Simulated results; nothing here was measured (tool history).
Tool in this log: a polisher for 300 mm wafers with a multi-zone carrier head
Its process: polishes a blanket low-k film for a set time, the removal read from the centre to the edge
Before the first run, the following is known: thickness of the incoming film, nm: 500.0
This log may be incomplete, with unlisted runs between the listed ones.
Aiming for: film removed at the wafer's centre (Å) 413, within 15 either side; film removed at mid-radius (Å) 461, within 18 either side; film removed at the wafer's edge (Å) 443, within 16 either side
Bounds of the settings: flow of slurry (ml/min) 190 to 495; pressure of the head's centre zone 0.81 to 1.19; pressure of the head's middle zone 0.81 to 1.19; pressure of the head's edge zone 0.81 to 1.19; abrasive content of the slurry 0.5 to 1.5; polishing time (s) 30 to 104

run  hour  flow of slurry (ml/min)  pressure of the head's centre zone  pressure of the head's middle zone  pressure of the head's edge zone  abrasive content of the slurry  polishing time (s)  film removed at the wafer's centre (Å)  film removed at mid-radius (Å)  film removed at the wafer's edge (Å)
  1     0                      320                                   1                                   1                                 1                               1                  67                                  266.08                          274.28                                279.54
  2   2.7                      320                                   1                                1.09                                 1                               1                  67                                  272.43                          295.29                                279.22
  3  10.5                      320                                0.95                                1.09                                 1                               1                  67                                     257                          296.46                                277.48
  4  18.1                      320                                0.95                                1.09                                 1                               1                  51                                  202.84                          228.83                                213.15
  5  21.7                      350                                0.95                                1.09                                 1                               1                  51                                  198.77                          224.41                                212.23
  6    30                      350                                0.95                                1.09                                 1                             0.9                  51                                  191.68                          211.98                                202.24
  7  33.2                      355                                0.97                                1.09                              1.02                               1                  55                                  217.41                          243.27                                231.51
  8  40.6                      355                                0.99                                1.09                              1.04                             1.1                  58                                  245.04                          266.96                                258.36

Below are 4 possible settings for the next run. Only one of them brings all results inside the allowed miss of their targets. Which is it?
  A    48                      405                                0.98                                1.19                              0.91                            0.95                  35                                       ?                               ?                                     ?
  B    48                      255                                1.19                                1.16                              0.91                            0.85                  32                                       ?                               ?                                     ?
  C    48                      305                                1.12                                0.91                              1.09                             1.4                  84                                       ?                               ?                                     ?
  D    48                      265                                0.98                                1.09                              1.04                            1.35                  93                                       ?                               ?                                     ?

move  film removed at the wafer's centre (Å)  film removed at mid-radius (Å)  film removed at the wafer's edge (Å)
   A                                  138.91                          165.61                                   137
   B                                  136.91                          136.09                                116.08
   C                                  427.81                          364.52                                416.78
   D                                  414.09                          459.29                                440.22
A: misses by more than the last run did
B: misses by more than the last run did
C: moves toward the targets from the last run without getting all of them in spec
D: every result lands within tolerance
Answer: D
